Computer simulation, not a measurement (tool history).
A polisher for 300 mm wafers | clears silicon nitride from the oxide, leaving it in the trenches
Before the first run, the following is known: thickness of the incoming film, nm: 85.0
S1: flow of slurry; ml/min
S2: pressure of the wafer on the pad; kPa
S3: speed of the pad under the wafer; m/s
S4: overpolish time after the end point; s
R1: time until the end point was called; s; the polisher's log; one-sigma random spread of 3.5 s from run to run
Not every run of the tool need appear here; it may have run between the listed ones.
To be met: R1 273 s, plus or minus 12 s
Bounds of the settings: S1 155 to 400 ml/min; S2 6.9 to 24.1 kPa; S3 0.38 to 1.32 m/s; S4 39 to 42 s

run  hour   S1    S2    S3  S4      R1
  1     0  255  15.2  0.84  39  171.86
  2   3.7  255  15.2  0.84  42  172.27
  3   8.4  255  15.2  0.66  42  217.65
  4    13  210  15.2  0.66  42     217
  5  17.8  210  15.2  0.66  39  225.22
  6  25.8  210  17.9  0.66  39  187.96
  7  28.6  210  15.9  0.66  39  213.07
  8  35.5  210  14.5  0.66  39  238.96
  9  42.4  210  13.8  0.66  39  243.28
 10    46  210  13.1  0.66  39  252.27

Which of these 5 next moves meets every target?
  A  49.6  195  11.7  0.64  42   ?
  B  49.6  205  11.7   0.7  39   ?
  C  49.6  200  12.4   0.7  41   ?
  D  49.6  255  13.1  0.54  41   ?
  E  49.6  155  10.3   0.9  42   ?

move      R1
   A  291.68
   B  266.62
   C  252.79
   D   302.6
   E  240.52
A: pushes the last run's worst result past its target
B: every result lands within tolerance
C: neither nearer nor further off than the last run
D: pushes the last run's worst result past its target
E: further off than the last run
Move B is the one to make.
